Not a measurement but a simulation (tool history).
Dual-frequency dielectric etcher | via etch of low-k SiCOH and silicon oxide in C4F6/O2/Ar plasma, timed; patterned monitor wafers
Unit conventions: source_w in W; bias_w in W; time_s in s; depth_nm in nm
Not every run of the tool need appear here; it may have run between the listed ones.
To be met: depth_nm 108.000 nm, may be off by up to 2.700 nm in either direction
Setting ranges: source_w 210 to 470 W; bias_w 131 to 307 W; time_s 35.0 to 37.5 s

Run 1, hour 0.0: source_w 340 W, bias_w 219 W, time_s 37.5 s. Result: depth_nm 91.910 nm.
Run 2, hour 8.5: source_w 350 W, bias_w 222 W, time_s 37.5 s. Result: depth_nm 92.723 nm.
Run 3, hour 16.8: source_w 350 W, bias_w 189 W, time_s 37.5 s. Result: depth_nm 86.376 nm.
Run 4, hour 23.9: source_w 350 W, bias_w 189 W, time_s 35.0 s. Result: depth_nm 80.876 nm.
Run 5, hour 26.4: source_w 360 W, bias_w 197 W, time_s 35.0 s. Result: depth_nm 83.366 nm.
Run 6, hour 33.3: source_w 360 W, bias_w 218 W, time_s 35.0 s. Result: depth_nm 86.889 nm.
Run 7, hour 35.0: source_w 360 W, bias_w 226 W, time_s 35.0 s. Result: depth_nm 88.228 nm.
Run 8, hour 43.5: source_w 360 W, bias_w 226 W, time_s 35.0 s. Result: depth_nm 88.420 nm.
Run 9, hour 50.9: source_w 360 W, bias_w 233 W, time_s 35.0 s. Result: depth_nm 89.323 nm.
Run 10, hour 57.7: source_w 360 W, bias_w 240 W, time_s 35.0 s. Result: depth_nm 90.980 nm.
Run 11, hour 62.8: source_w 360 W, bias_w 240 W, time_s 35.0 s. Result: depth_nm 90.719 nm.
Run 12, hour 71.0: source_w 360 W, bias_w 246 W, time_s 35.0 s. Result: depth_nm 91.824 nm.
Run 13, hour 78.7: source_w 360 W, bias_w 252 W, time_s 35.0 s. Result: depth_nm 92.774 nm.
Run 14, hour 82.6: source_w 360 W, bias_w 257 W, time_s 35.0 s. Result: depth_nm 93.614 nm.
Run 15, hour 85.6: source_w 360 W, bias_w 257 W, time_s 35.0 s. Result: depth_nm 93.771 nm.

Below are 4 possible settings for the next run. Only one of them brings all results inside the allowed miss of their targets. Which is it?
Run A, hour 88.6: source_w 350 W, bias_w 267 W, time_s 37.0 s. Result: depth_nm ?.
Run B, hour 88.6: source_w 410 W, bias_w 241 W, time_s 37.0 s. Result: depth_nm ?.
Run C, hour 88.6: source_w 390 W, bias_w 278 W, time_s 37.5 s. Result: depth_nm ?.
Run D, hour 88.6: source_w 350 W, bias_w 288 W, time_s 37.0 s. Result: depth_nm ?.

move  depth_nm
   A    99.901
   B   101.240
   C   107.220
   D   103.270
A: an improvement on the last run, though not all results are within tolerance
B: an improvement on the last run, though not all results are within tolerance
C: each result inside its tolerance
D: an improvement on the last run, though not all results are within tolerance
Go with C: it meets all targets.
